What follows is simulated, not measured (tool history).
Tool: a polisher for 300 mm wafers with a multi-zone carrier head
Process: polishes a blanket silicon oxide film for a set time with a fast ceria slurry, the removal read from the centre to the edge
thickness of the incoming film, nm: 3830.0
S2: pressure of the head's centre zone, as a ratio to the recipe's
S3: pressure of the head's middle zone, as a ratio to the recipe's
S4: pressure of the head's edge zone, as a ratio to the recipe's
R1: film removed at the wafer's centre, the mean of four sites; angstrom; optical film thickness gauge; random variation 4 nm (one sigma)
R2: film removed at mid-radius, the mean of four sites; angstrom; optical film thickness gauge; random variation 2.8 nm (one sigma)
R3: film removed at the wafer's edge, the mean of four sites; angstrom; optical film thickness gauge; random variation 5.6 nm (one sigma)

Run 1, hour 0: flow of slurry (ml/min) 165, S2 1, S3 1, S4 1, polishing time (s) 40. Result: R1 6966 angstrom, R2 6911.6 angstrom, R3 7079.7 angstrom.
Run 2, hour 2.4: flow of slurry (ml/min) 150, S2 0.96, S3 0.94, S4 1.01, polishing time (s) 35. Result: R1 5826.8 angstrom, R2 5580.4 angstrom, R3 6341.1 angstrom.
Run 3, hour 4.4: flow of slurry (ml/min) 140, S2 0.92, S3 0.91, S4 0.98, polishing time (s) 32. Result: R1 5053.4 angstrom, R2 4995.5 angstrom, R3 5700.4 angstrom.
Run 4, hour 10.5: flow of slurry (ml/min) 130, S2 0.9, S3 0.88, S4 0.98, polishing time (s) 30. Result: R1 4431.8 angstrom, R2 4469.7 angstrom, R3 5264 angstrom.
Run 5, hour 12.5: flow of slurry (ml/min) 130, S2 0.96, S3 0.88, S4 0.98, polishing time (s) 30. Result: R1 4680.1 angstrom, R2 4458.6 angstrom, R3 5266.7 angstrom.
Run 6, hour 18.4: flow of slurry (ml/min) 120, S2 0.95, S3 0.86, S4 0.98, polishing time (s) 30. Result: R1 4654.6 angstrom, R2 4353.6 angstrom, R3 5219.6 angstrom.

Run 7 comes next. What will it give?
Run 7, hour 21.3: flow of slurry (ml/min) 105, S2 0.86, S3 0.81, S4 1.01, polishing time (s) 27. Result: R1 ?, R2 ?, R3 ?.

R1: 3678.6 angstrom
R2: 3644 angstrom
R3: 4722.7 angstrom

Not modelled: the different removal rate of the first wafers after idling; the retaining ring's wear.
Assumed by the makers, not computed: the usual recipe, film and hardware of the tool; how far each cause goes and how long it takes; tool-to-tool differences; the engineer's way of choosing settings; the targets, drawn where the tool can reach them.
